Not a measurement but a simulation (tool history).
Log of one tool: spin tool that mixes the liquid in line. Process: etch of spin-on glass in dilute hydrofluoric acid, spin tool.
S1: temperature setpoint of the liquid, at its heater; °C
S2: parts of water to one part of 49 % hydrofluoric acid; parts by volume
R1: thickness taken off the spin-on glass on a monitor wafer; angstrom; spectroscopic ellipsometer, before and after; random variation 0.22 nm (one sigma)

Run 1, hour 0: S1 21 °C, S2 250 parts by volume, time under the liquid (s) 175. Result: R1 164.02 angstrom.
Run 2, hour 0.5: S1 18.5 °C, S2 250 parts by volume, time under the liquid (s) 175. Result: R1 147.68 angstrom.
Run 3, hour 7.4: S1 20.5 °C, S2 235 parts by volume, time under the liquid (s) 175. Result: R1 170.85 angstrom.
Run 4, hour 9.7: S1 20.5 °C, S2 205 parts by volume, time under the liquid (s) 175. Result: R1 204.58 angstrom.
Run 5, hour 13: S1 17.5 °C, S2 205 parts by volume, time under the liquid (s) 175. Result: R1 179.08 angstrom.
Run 6, hour 14.9: S1 19.5 °C, S2 200 parts by volume, time under the liquid (s) 175. Result: R1 200.55 angstrom.
Run 7, hour 22.1: S1 21.5 °C, S2 195 parts by volume, time under the liquid (s) 175. Result: R1 223.42 angstrom.
Run 8, hour 24.4: S1 23 °C, S2 190 parts by volume, time under the liquid (s) 175. Result: R1 244.35 angstrom.

The next listed run, before its measurement:
Run 9, hour 29.5: S1 24 °C, S2 190 parts by volume, time under the liquid (s) 175. Result: R1 ?.

{"run 9": {"R1": 252.38}}

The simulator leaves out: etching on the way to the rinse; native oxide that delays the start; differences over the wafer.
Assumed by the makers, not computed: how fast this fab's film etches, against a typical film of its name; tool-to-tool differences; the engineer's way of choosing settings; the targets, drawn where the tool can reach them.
